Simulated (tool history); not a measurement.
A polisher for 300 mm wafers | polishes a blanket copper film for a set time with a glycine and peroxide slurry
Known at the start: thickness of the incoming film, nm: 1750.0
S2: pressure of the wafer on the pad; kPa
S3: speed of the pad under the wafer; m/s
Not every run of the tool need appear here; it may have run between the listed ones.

{"run": 1, "day": 0.0, "flow of slurry (ml/min)": 190, "S2": 15.9, "S3": 1.0, "polishing time (s)": 17, "film removed (nm)": 64.472}
{"run": 2, "day": 0.35, "flow of slurry (ml/min)": 190, "S2": 13.1, "S3": 0.96, "polishing time (s)": 17, "film removed (nm)": 53.912}
{"run": 3, "day": 0.442, "flow of slurry (ml/min)": 210, "S2": 13.1, "S3": 0.96, "polishing time (s)": 17, "film removed (nm)": 54.817}
{"run": 4, "day": 0.779, "flow of slurry (ml/min)": 210, "S2": 15.2, "S3": 0.96, "polishing time (s)": 17, "film removed (nm)": 61.085}
{"run": 5, "day": 1.108, "flow of slurry (ml/min)": 205, "S2": 12.4, "S3": 0.92, "polishing time (s)": 17, "film removed (nm)": 51.991}
{"run": 6, "day": 1.308, "flow of slurry (ml/min)": 200, "S2": 10.3, "S3": 0.88, "polishing time (s)": 17, "film removed (nm)": 46.036}
{"run": 7, "day": 1.617, "flow of slurry (ml/min)": 200, "S2": 9.0, "S3": 0.84, "polishing time (s)": 17, "film removed (nm)": 41.444}
{"run": 8, "day": 1.988, "flow of slurry (ml/min)": 195, "S2": 8.3, "S3": 0.82, "polishing time (s)": 17, "film removed (nm)": 37.985}
{"run": 9, "day": 2.054, "flow of slurry (ml/min)": 190, "S2": 8.3, "S3": 0.82, "polishing time (s)": 17, "film removed (nm)": 38.323}
{"run": 10, "day": 2.417, "flow of slurry (ml/min)": 185, "S2": 8.3, "S3": 0.82, "polishing time (s)": 17, "film removed (nm)": 38.172}

Expected results for the next run?
{"run": 11, "day": 2.467, "flow of slurry (ml/min)": 180, "S2": 8.3, "S3": 0.82, "polishing time (s)": 17, "film removed (nm)": "?"}

{"run 11": {"film removed (nm)": 38.298}}
